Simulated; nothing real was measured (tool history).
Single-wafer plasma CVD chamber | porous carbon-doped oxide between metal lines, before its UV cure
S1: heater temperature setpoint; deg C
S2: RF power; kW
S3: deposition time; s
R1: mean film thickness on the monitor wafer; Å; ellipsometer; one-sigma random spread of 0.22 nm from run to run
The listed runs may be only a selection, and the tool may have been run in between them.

run,hour,S1,S2,S3,R1
1,0,320,0.46,26,1043.8
2,0.8,316,0.46,26,1060.7
3,1.3,316,0.46,26,1062.3
4,6.4,316,0.525,26,1192.2
5,9.2,316,0.59,26,1310.5
6,14.5,321,0.55,25.8,1200.2
7,16.2,325,0.52,25.6,1115.4
8,17.2,328,0.495,25.5,1055.6
9,22.5,328,0.495,25.5,1048.2
10,30.6,340,0.435,25.2,872.86
11,32.4,339,0.435,25.2,878.5

For run 12, what comes out?
12,34.9,338,0.435,25.2,?

R1: 881.89 Å
